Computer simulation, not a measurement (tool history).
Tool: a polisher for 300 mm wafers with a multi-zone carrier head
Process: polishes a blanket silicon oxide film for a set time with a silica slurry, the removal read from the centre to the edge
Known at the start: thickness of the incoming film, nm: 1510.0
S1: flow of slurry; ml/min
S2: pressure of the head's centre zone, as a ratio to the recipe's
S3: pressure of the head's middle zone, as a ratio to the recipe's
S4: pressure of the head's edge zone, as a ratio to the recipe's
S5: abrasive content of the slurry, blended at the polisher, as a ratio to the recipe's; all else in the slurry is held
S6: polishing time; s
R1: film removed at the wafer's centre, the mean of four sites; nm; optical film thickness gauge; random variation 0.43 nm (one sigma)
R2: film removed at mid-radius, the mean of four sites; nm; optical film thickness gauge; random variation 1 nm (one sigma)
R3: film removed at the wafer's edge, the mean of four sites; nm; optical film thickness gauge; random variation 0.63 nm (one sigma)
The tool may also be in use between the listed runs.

run,hour,S1,S2,S3,S4,S5,S6,R1,R2,R3
1,0.0,180,1.00,1.00,1.00,1.00,40,80.637,81.508,83.204
2,7.7,180,1.00,1.00,1.05,1.00,40,81.555,83.144,84.911
3,16.5,180,1.00,1.00,1.05,1.00,50,101.480,103.890,106.460
4,18.1,185,0.99,1.04,1.00,0.85,47,89.654,96.987,92.693
5,22.3,185,0.93,1.04,1.00,0.85,47,82.862,96.456,90.961
6,28.0,185,0.90,1.04,1.00,0.85,47,80.292,94.454,92.351
7,28.7,185,0.91,1.05,0.96,0.75,45,74.109,86.895,82.913
8,30.1,185,0.92,1.07,0.93,0.70,43,69.564,81.338,72.586
9,36.9,175,0.91,1.07,0.90,0.70,43,67.880,81.556,72.880
10,45.9,175,0.92,1.07,0.88,0.65,43,65.868,78.965,69.433

Run 11 comes next. What will it give?
# hour 49.1: slurry nozzle cleaned
11,49.1,170,0.93,1.07,0.86,0.60,43,?,?,?

R1: 66.386 nm
R2: 78.472 nm
R3: 68.395 nm
